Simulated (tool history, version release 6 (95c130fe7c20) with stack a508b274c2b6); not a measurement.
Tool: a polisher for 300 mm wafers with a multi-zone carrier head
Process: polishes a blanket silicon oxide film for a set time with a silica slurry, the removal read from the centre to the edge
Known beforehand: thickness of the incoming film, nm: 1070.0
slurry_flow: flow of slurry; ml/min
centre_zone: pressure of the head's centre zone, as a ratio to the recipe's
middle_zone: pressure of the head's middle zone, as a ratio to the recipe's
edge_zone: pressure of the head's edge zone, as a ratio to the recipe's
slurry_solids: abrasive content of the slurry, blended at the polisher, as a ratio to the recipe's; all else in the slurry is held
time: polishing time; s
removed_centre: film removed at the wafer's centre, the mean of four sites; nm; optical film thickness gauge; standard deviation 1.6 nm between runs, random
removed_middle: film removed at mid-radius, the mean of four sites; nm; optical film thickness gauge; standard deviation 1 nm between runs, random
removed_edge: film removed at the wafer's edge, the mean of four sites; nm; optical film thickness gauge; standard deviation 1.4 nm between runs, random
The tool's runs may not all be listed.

Run 1, hour 0.0: slurry_flow 125 ml/min, centre_zone 1.00, middle_zone 1.00, edge_zone 1.00, slurry_solids 1.00, time 51 s. Result: removed_centre 190.70 nm, removed_middle 198.08 nm, removed_edge 203.56 nm.
Run 2, hour 6.4: slurry_flow 125 ml/min, centre_zone 0.96, middle_zone 1.00, edge_zone 1.00, slurry_solids 1.00, time 51 s. Result: removed_centre 180.72 nm, removed_middle 196.98 nm, removed_edge 206.61 nm.
Run 3, hour 13.3: slurry_flow 120 ml/min, centre_zone 0.98, middle_zone 1.02, edge_zone 0.97, slurry_solids 0.90, time 51 s. Result: removed_centre 166.58 nm, removed_middle 184.30 nm, removed_edge 189.45 nm.
Run 4, hour 17.7: slurry_flow 120 ml/min, centre_zone 0.98, middle_zone 1.02, edge_zone 0.97, slurry_solids 0.75, time 51 s. Result: removed_centre 148.69 nm, removed_middle 161.34 nm, removed_edge 162.74 nm.
Run 5, hour 24.8: slurry_flow 120 ml/min, centre_zone 0.98, middle_zone 1.02, edge_zone 0.97, slurry_solids 0.75, time 41 s. Result: removed_centre 119.66 nm, removed_middle 129.74 nm, removed_edge 130.19 nm.
Run 6, hour 33.5: slurry_flow 135 ml/min, centre_zone 0.99, middle_zone 1.04, edge_zone 0.96, slurry_solids 0.75, time 41 s. Result: removed_centre 123.88 nm, removed_middle 140.57 nm, removed_edge 133.50 nm.
Run 7, hour 42.4: slurry_flow 145 ml/min, centre_zone 1.01, middle_zone 1.04, edge_zone 0.95, slurry_solids 0.75, time 41 s. Result: removed_centre 130.95 nm, removed_middle 142.31 nm, removed_edge 136.05 nm.
Run 8, hour 48.0: slurry_flow 155 ml/min, centre_zone 1.02, middle_zone 1.05, edge_zone 0.93, slurry_solids 0.75, time 41 s. Result: removed_centre 138.24 nm, removed_middle 146.26 nm, removed_edge 137.32 nm.
Run 9, hour 51.3: slurry_flow 190 ml/min, centre_zone 1.01, middle_zone 1.12, edge_zone 0.86, slurry_solids 0.70, time 41 s. Result: removed_centre 140.52 nm, removed_middle 153.67 nm, removed_edge 129.20 nm.
Run 10, hour 56.2: slurry_flow 190 ml/min, centre_zone 1.02, middle_zone 1.12, edge_zone 0.88, slurry_solids 0.70, time 41 s. Result: removed_centre 138.68 nm, removed_middle 154.29 nm, removed_edge 131.90 nm.

Run 11 has not been measured yet. What should we expect?
At hour 57.3: slurry nozzle cleaned.
Run 11, hour 57.3: slurry_flow 190 ml/min, centre_zone 1.03, middle_zone 1.12, edge_zone 0.89, slurry_solids 0.70, time 41 s. Result: removed_centre ?, removed_middle ?, removed_edge ?.

removed_centre: 154.50 nm
removed_middle: 169.30 nm
removed_edge: 143.39 nm

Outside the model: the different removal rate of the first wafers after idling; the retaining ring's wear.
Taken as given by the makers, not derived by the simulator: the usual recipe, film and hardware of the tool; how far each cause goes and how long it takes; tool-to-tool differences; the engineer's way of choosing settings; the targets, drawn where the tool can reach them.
